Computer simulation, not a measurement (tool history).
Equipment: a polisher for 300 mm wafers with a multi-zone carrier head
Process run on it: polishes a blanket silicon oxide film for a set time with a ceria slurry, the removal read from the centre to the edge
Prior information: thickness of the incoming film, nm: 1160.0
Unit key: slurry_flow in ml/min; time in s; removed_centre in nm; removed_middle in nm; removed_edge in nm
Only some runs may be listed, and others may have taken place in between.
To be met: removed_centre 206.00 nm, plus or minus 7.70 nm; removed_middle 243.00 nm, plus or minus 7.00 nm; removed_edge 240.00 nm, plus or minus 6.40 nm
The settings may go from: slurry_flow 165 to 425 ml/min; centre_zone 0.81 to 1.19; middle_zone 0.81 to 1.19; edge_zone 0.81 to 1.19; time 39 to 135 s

run 1 hour=0.0 | slurry_flow=275 centre_zone=1.00 middle_zone=1.00 edge_zone=1.00 time=87 | removed_centre=261.61 removed_middle=263.95 removed_edge=260.16
run 2 hour=2.9 | slurry_flow=265 centre_zone=0.96 middle_zone=0.99 edge_zone=0.98 time=86 | removed_centre=248.72 removed_middle=256.49 removed_edge=255.34
run 3 hour=10.5 | slurry_flow=260 centre_zone=0.92 middle_zone=0.99 edge_zone=0.97 time=85 | removed_centre=230.30 removed_middle=256.60 removed_edge=248.15
run 4 hour=14.0 | slurry_flow=260 centre_zone=0.92 middle_zone=0.94 edge_zone=0.97 time=85 | removed_centre=228.40 removed_middle=239.39 removed_edge=249.69
run 5 hour=19.1 | slurry_flow=260 centre_zone=0.92 middle_zone=0.89 edge_zone=0.97 time=85 | removed_centre=231.50 removed_middle=232.09 removed_edge=249.44
run 6 hour=23.0 | slurry_flow=255 centre_zone=0.90 middle_zone=0.91 edge_zone=0.96 time=85 | removed_centre=223.41 removed_middle=236.08 removed_edge=247.64
run 7 hour=28.0 | slurry_flow=250 centre_zone=0.89 middle_zone=0.92 edge_zone=0.95 time=85 | removed_centre=222.19 removed_middle=236.70 removed_edge=246.81
run 8 hour=34.8 | slurry_flow=250 centre_zone=0.88 middle_zone=0.93 edge_zone=0.94 time=85 | removed_centre=224.36 removed_middle=235.35 removed_edge=244.13
run 9 hour=36.5 | slurry_flow=230 centre_zone=0.81 middle_zone=1.03 edge_zone=0.98 time=83 | removed_centre=195.03 removed_middle=247.58 removed_edge=241.49
run 10 hour=43.6 | slurry_flow=230 centre_zone=0.82 middle_zone=1.02 edge_zone=0.98 time=83 | removed_centre=200.94 removed_middle=249.18 removed_edge=242.53

Next run, 4 choices. One meets every target within its allowed miss, the rest don't. Which?
run A hour=50.7 | slurry_flow=260 centre_zone=0.85 middle_zone=1.06 edge_zone=1.01 time=82 | removed_centre=? removed_middle=? removed_edge=?
run B hour=50.7 | slurry_flow=225 centre_zone=0.86 middle_zone=1.10 edge_zone=0.91 time=80 | removed_centre=? removed_middle=? removed_edge=?
run C hour=50.7 | slurry_flow=240 centre_zone=0.85 middle_zone=1.00 edge_zone=0.97 time=82 | removed_centre=? removed_middle=? removed_edge=?
run D hour=50.7 | slurry_flow=175 centre_zone=0.82 middle_zone=1.11 edge_zone=1.01 time=84 | removed_centre=? removed_middle=? removed_edge=?

move=A removed_centre=206.90 removed_middle=253.92 removed_edge=246.43
move=B removed_centre=199.89 removed_middle=250.69 removed_edge=225.36
move=C removed_centre=204.42 removed_middle=239.22 removed_edge=239.98
move=D removed_centre=190.51 removed_middle=253.91 removed_edge=240.66
A: its largest miss is bigger than the last run's
B: its largest miss is bigger than the last run's
C: in spec on every target
D: its largest miss is bigger than the last run's
The move that meets every target is C.
